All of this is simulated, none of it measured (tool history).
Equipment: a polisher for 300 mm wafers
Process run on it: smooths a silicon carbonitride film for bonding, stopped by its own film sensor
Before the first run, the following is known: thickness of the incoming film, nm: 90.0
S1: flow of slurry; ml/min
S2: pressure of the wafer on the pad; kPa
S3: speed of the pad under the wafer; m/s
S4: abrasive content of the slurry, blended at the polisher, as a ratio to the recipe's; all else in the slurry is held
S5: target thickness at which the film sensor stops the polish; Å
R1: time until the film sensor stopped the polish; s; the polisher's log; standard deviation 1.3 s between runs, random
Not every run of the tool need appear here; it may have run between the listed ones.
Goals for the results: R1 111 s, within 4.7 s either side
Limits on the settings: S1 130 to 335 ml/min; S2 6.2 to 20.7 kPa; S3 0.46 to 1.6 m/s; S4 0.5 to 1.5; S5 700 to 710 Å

Run 1, hour 0: S1 215 ml/min, S2 13.1 kPa, S3 1.02 m/s, S4 1, S5 710 Å. Result: R1 77.195 s.
Run 2, hour 7.5: S1 215 ml/min, S2 13.1 kPa, S3 1.02 m/s, S4 1, S5 700 Å. Result: R1 80.198 s.
Run 3, hour 9.2: S1 215 ml/min, S2 10.3 kPa, S3 1.02 m/s, S4 1, S5 700 Å. Result: R1 98.732 s.
Run 4, hour 15: S1 215 ml/min, S2 10.3 kPa, S3 1.02 m/s, S4 1.15, S5 700 Å. Result: R1 94.12 s.
Run 5, hour 20.1: S1 190 ml/min, S2 10.3 kPa, S3 1.02 m/s, S4 1.15, S5 700 Å. Result: R1 93.77 s.
Run 6, hour 26.6: S1 190 ml/min, S2 10.3 kPa, S3 1.02 m/s, S4 1.15, S5 700 Å. Result: R1 93.7 s.
Run 7, hour 27.5: S1 190 ml/min, S2 9.7 kPa, S3 1.02 m/s, S4 1.15, S5 700 Å. Result: R1 97.375 s.
At hour 33.4: worn pad replaced by a new one.
Run 8, hour 33.4: S1 190 ml/min, S2 9 kPa, S3 1.02 m/s, S4 1.15, S5 700 Å. Result: R1 95.281 s.
Run 9, hour 39.3: S1 190 ml/min, S2 8.3 kPa, S3 1 m/s, S4 1.15, S5 700 Å. Result: R1 104.49 s.

Which one of the following 4 next-run settings gets every result inside its allowed miss? There is exactly one.
Run A, hour 45.2: S1 155 ml/min, S2 7.6 kPa, S3 1.22 m/s, S4 1.1, S5 700 Å. Result: R1 ?.
Run B, hour 45.2: S1 180 ml/min, S2 7.6 kPa, S3 1.16 m/s, S4 1.2, S5 700 Å. Result: R1 ?.
Run C, hour 45.2: S1 215 ml/min, S2 7.6 kPa, S3 1 m/s, S4 1.1, S5 710 Å. Result: R1 ?.
Run D, hour 45.2: S1 190 ml/min, S2 7.6 kPa, S3 0.98 m/s, S4 1.2, S5 700 Å. Result: R1 ?.

move      R1
   A   97.97
   B  97.854
   C  104.64
   D  110.49
A: moves away from the targets compared with the last run
B: moves away from the targets compared with the last run
C: no better and no worse than the last run
D: every result lands within tolerance
Move D is the one to make.
